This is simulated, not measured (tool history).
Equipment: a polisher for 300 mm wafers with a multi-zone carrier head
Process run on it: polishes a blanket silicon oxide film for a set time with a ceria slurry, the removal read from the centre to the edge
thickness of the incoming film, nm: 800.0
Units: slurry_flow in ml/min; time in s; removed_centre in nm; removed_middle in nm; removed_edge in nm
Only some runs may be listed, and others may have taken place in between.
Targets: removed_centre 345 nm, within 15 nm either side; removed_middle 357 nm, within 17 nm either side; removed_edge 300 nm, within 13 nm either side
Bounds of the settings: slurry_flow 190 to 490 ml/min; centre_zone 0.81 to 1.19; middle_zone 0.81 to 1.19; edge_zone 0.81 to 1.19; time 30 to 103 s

{"run": 1, "hour": 0.0, "slurry_flow": 315, "centre_zone": 1, "middle_zone": 1, "edge_zone": 1, "time": 66, "removed_centre": 263.91, "removed_middle": 268.7, "removed_edge": 253.89}
{"run": 2, "hour": 8.8, "slurry_flow": 320, "centre_zone": 1.02, "middle_zone": 1.03, "edge_zone": 1.01, "time": 68, "removed_centre": 276.74, "removed_middle": 281.29, "removed_edge": 264.99}
{"run": 3, "hour": 10.5, "slurry_flow": 375, "centre_zone": 1.02, "middle_zone": 1.03, "edge_zone": 1.01, "time": 68, "removed_centre": 283.01, "removed_middle": 283.9, "removed_edge": 270.34}
{"run": 4, "hour": 14.7, "slurry_flow": 370, "centre_zone": 1.03, "middle_zone": 1.06, "edge_zone": 0.99, "time": 70, "removed_centre": 293.48, "removed_middle": 300.49, "removed_edge": 277.99}
{"run": 5, "hour": 16.6, "slurry_flow": 370, "centre_zone": 1.03, "middle_zone": 1.06, "edge_zone": 1.07, "time": 70, "removed_centre": 297.69, "removed_middle": 303.69, "removed_edge": 286.84}
{"run": 6, "hour": 18.0, "slurry_flow": 370, "centre_zone": 0.98, "middle_zone": 1.06, "edge_zone": 1.07, "time": 70, "removed_centre": 286.58, "removed_middle": 301.8, "removed_edge": 284.04}
{"run": 7, "hour": 26.6, "slurry_flow": 370, "centre_zone": 1.02, "middle_zone": 1.09, "edge_zone": 1.05, "time": 71, "removed_centre": 297.87, "removed_middle": 312.27, "removed_edge": 285.18}
{"run": 8, "hour": 29.9, "slurry_flow": 370, "centre_zone": 1.04, "middle_zone": 1.11, "edge_zone": 1.04, "time": 72, "removed_centre": 310.14, "removed_middle": 309.66, "removed_edge": 286.97}
{"run": 9, "hour": 31.5, "slurry_flow": 375, "centre_zone": 1.04, "middle_zone": 1.13, "edge_zone": 1.01, "time": 74, "removed_centre": 310.2, "removed_middle": 335.71, "removed_edge": 294.02}
{"run": 10, "hour": 38.9, "slurry_flow": 380, "centre_zone": 1.06, "middle_zone": 1.14, "edge_zone": 1, "time": 74, "removed_centre": 320.18, "removed_middle": 331.2, "removed_edge": 294.39}
{"run": 11, "hour": 45.1, "slurry_flow": 380, "centre_zone": 1.07, "middle_zone": 1.15, "edge_zone": 0.98, "time": 75, "removed_centre": 327.39, "removed_middle": 338.29, "removed_edge": 287.95}
{"run": 12, "hour": 47.0, "slurry_flow": 385, "centre_zone": 1.07, "middle_zone": 1.16, "edge_zone": 0.98, "time": 75, "removed_centre": 324.12, "removed_middle": 339.03, "removed_edge": 296.62}

Which of these 5 next moves meets every target?
{"run": "A", "hour": 48.9, "slurry_flow": 395, "centre_zone": 0.95, "middle_zone": 1.14, "edge_zone": 1.01, "time": 76, "removed_centre": "?", "removed_middle": "?", "removed_edge": "?"}
{"run": "B", "hour": 48.9, "slurry_flow": 335, "centre_zone": 0.97, "middle_zone": 1.19, "edge_zone": 1.14, "time": 75, "removed_centre": "?", "removed_middle": "?", "removed_edge": "?"}
{"run": "C", "hour": 48.9, "slurry_flow": 370, "centre_zone": 0.91, "middle_zone": 1.16, "edge_zone": 0.96, "time": 82, "removed_centre": "?", "removed_middle": "?", "removed_edge": "?"}
{"run": "D", "hour": 48.9, "slurry_flow": 260, "centre_zone": 1.09, "middle_zone": 1.15, "edge_zone": 0.9, "time": 82, "removed_centre": "?", "removed_middle": "?", "removed_edge": "?"}
{"run": "E", "hour": 48.9, "slurry_flow": 340, "centre_zone": 1.12, "middle_zone": 1.19, "edge_zone": 0.81, "time": 76, "removed_centre": "?", "removed_middle": "?", "removed_edge": "?"}

move=A removed_centre=294.4 removed_middle=332.2 removed_edge=300.92
move=B removed_centre=291.81 removed_middle=333.27 removed_edge=310.02
move=C removed_centre=303.23 removed_middle=361.11 removed_edge=316.31
move=D removed_centre=345.55 removed_middle=345.61 removed_edge=299.45
move=E removed_centre=339.58 removed_middle=338.08 removed_edge=272.02
A: the biggest miss grows against the last run
B: the biggest miss grows against the last run
C: the biggest miss grows against the last run
D: in spec on every target
E: corrects the largest miss of the last run, while another result sits out of spec
Answer: D
